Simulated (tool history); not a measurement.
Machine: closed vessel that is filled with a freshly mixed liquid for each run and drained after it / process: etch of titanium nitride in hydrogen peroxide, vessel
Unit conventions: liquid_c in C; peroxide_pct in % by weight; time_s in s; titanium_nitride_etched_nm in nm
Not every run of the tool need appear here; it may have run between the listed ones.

run,hour,liquid_c,peroxide_pct,time_s,titanium_nitride_etched_nm
1,0.0,43.0,19.0,440,5.0764
2,2.1,43.0,15.5,440,4.8691
3,10.9,43.0,15.5,440,4.8835
4,20.0,43.0,12.5,440,4.5448
5,23.7,50.0,12.5,440,7.8449
6,27.4,50.0,14.5,440,7.9809
# hour 34.1: thermometer replaced
7,34.1,50.5,14.5,440,9.2715
8,42.8,50.5,14.5,440,9.3171

Estimate the outcome of run 9 from the log above:
9,48.3,51.5,14.5,440,?

Run 9 gave titanium_nitride_etched_nm 10.1700 nm.
